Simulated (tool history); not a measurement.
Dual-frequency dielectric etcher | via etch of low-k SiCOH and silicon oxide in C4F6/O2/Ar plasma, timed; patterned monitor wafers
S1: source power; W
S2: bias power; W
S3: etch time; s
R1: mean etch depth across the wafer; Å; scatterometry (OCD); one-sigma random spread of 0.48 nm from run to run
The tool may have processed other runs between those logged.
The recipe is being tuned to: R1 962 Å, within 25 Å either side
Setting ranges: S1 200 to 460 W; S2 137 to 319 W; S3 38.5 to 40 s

Run 1, hour 0: S1 330 W, S2 228 W, S3 38.5 s. Result: R1 838.29 Å.
Run 2, hour 4.9: S1 330 W, S2 213 W, S3 38.5 s. Result: R1 832.27 Å.
Run 3, hour 8.6: S1 350 W, S2 218 W, S3 38.5 s. Result: R1 869.59 Å.
Run 4, hour 9.7: S1 360 W, S2 220 W, S3 38.5 s. Result: R1 878.91 Å.
Run 5, hour 11.5: S1 370 W, S2 222 W, S3 38.5 s. Result: R1 907.86 Å.
Run 6, hour 14: S1 370 W, S2 223 W, S3 38.5 s. Result: R1 901.47 Å.
Run 7, hour 15.1: S1 380 W, S2 224 W, S3 38.5 s. Result: R1 920.17 Å.
Run 8, hour 22.7: S1 380 W, S2 224 W, S3 38.5 s. Result: R1 920.15 Å.

Exactly one of the 5 candidate moves below puts every result within its allowed miss. Which one?
Run A, hour 30.3: S1 370 W, S2 212 W, S3 38.5 s. Result: R1 ?.
Run B, hour 30.3: S1 430 W, S2 205 W, S3 38.5 s. Result: R1 ?.
Run C, hour 30.3: S1 340 W, S2 247 W, S3 39.5 s. Result: R1 ?.
Run D, hour 30.3: S1 380 W, S2 226 W, S3 38.5 s. Result: R1 ?.
Run E, hour 30.3: S1 360 W, S2 216 W, S3 39 s. Result: R1 ?.

move      R1
   A  890.07
   B  960.84
   C  901.51
   D  917.54
   E  891.26
A: the biggest miss grows against the last run
B: hits every target within its allowed miss
C: the biggest miss grows against the last run
D: the biggest miss grows against the last run
E: the biggest miss grows against the last run
The right move is B.
